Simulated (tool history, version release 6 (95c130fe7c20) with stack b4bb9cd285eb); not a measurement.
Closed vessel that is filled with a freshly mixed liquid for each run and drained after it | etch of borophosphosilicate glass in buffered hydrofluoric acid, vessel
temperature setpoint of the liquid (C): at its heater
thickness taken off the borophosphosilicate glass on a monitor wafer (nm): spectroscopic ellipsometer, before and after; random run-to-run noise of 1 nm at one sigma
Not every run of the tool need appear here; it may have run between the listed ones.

run  hour  temperature setpoint of the liquid (C)  parts of 40 % ammonium fluoride to one part of 49 % hydrofluoric acid (parts by volume)  time in the liquid (s)  thickness taken off the borophosphosilicate glass on a monitor wafer (nm)
  1   0.0                                    25.0                                                                                     20.0                      95                                                                     181.51
  2   7.9                                    22.5                                                                                     21.0                      95                                                                     153.30
  3  10.5                                    21.0                                                                                     21.5                      95                                                                     139.96
  4  18.5                                    20.0                                                                                     22.0                      95                                                                     128.57
  5  25.0                                    20.0                                                                                     17.5                      95                                                                     156.64
  6  31.3                                    19.0                                                                                     19.0                      95                                                                     136.99

What will run 7 give?
  7  36.5                                    19.0                                                                                     19.0                      95                                                                          ?

{"run 7": {"thickness taken off the borophosphosilicate glass on a monitor wafer (nm)": 136.11}}

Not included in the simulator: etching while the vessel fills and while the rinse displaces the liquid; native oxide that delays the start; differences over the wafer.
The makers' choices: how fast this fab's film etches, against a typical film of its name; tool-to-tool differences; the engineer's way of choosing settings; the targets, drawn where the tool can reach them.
